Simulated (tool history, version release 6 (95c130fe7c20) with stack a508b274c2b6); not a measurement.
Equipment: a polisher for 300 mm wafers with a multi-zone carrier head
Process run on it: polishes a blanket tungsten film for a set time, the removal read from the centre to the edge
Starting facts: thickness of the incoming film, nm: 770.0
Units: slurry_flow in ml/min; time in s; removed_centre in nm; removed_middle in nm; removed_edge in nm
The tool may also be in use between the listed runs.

run  hour  slurry_flow  centre_zone  middle_zone  edge_zone  slurry_solids  time  removed_centre  removed_middle  removed_edge
  1     0          205            1            1          1              1    67             287          280.73        283.36
  2   5.7          205            1         0.95          1              1    67          281.83          270.64        280.97
  3   6.6          190         0.95         0.95       0.97            0.9    67          257.04          258.38        271.01
  4  15.6          190         1.03         0.95       0.97            0.9    67          280.09          261.83        262.36
  5  24.5          180         0.98         0.96       0.94           0.85    67          262.32          253.96        257.91
  6  28.4          175         0.94         0.99       0.93           0.75    66          239.49          242.11        240.17

Run 7 has not been measured yet. What should we expect?
  7  36.5          165         0.91         1.01       0.94           0.75    66               ?               ?             ?

{"run 7": {"removed_centre": 222.7, "removed_middle": 243.51, "removed_edge": 242.23}}
